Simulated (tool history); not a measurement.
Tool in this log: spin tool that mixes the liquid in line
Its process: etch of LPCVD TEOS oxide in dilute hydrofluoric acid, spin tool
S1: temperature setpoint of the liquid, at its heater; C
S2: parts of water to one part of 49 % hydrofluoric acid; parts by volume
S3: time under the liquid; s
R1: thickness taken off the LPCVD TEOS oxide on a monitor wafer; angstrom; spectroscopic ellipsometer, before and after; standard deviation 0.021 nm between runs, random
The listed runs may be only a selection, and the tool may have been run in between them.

run,hour,S1,S2,S3,R1
1,0.0,23.0,135,15,30.734
2,4.4,22.0,135,15,29.070
3,7.2,21.0,135,15,27.634
4,12.1,21.0,185,15,19.118
5,19.3,21.0,185,15,19.111
6,21.0,21.5,185,15,19.892

Forecast run 7:
7,25.1,22.0,185,15,?

{"run 7": {"R1": 19.845}}

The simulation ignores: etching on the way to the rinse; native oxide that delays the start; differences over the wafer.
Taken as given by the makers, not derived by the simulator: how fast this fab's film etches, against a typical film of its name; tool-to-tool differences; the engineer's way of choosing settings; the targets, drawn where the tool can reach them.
